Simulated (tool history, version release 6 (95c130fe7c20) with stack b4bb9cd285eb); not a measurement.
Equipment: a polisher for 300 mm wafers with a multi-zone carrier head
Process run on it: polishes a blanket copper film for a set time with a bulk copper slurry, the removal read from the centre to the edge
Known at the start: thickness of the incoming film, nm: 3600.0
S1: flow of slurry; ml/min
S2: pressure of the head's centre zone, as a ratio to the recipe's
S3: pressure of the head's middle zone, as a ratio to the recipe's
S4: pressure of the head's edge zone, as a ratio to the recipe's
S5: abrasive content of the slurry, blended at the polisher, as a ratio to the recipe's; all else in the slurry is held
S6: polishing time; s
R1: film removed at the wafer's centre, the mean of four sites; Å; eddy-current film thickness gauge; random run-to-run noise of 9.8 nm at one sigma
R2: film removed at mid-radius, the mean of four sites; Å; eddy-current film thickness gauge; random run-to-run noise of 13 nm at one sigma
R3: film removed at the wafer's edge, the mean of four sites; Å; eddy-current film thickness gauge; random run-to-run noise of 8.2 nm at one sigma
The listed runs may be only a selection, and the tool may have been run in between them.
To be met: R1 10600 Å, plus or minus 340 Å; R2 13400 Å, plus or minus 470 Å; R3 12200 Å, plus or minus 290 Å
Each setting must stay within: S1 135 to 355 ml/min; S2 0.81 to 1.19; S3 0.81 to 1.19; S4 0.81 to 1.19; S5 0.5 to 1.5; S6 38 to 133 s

run,hour,S1,S2,S3,S4,S5,S6,R1,R2,R3
1,0,225,1,1,1,1,85,12315,12114,11831
2,8.6,220,0.96,1.03,1.01,1,85,11783,12533,11959
3,15.1,220,0.96,1.03,1.01,1,69,9742.4,10161,9644.9
4,20.4,220,0.96,1.03,1.01,1.1,69,9824.1,10487,9887.9
5,22.2,235,0.95,1.06,1.05,1.2,69,10146,10754,10380
6,24.1,235,0.95,1.13,1.05,1.2,69,10016,11615,10278
7,33.1,245,0.93,1.15,1.08,1.3,70,10239,12171,10737
8,34.7,255,0.91,1.16,1.11,1.35,71,10301,12520,11413
9,43.6,270,0.9,1.17,1.12,1.35,71,10302,12711,11468

Next run, 4 choices. One meets every target within its allowed miss, the rest don't. Which?
A,52.5,305,0.89,1.19,1.17,1.15,76,?,?,?
B,52.5,300,0.83,1.11,1.14,1.35,78,?,?,?
C,52.5,220,0.89,1.13,0.97,1.4,79,?,?,?
D,52.5,245,0.95,1.15,1.12,1.3,77,?,?,?

move,R1,R2,R3
A,10721,13535,12249
B,10631,13518,12831
C,11219,13602,11820
D,11594,13387,12270
A: all results in spec
B: pushes the last run's worst result past its target
C: an improvement on the last run, though not all results are within tolerance
D: corrects the largest miss of the last run, while another result sits out of spec
A is the move that brings every result within its allowed miss.
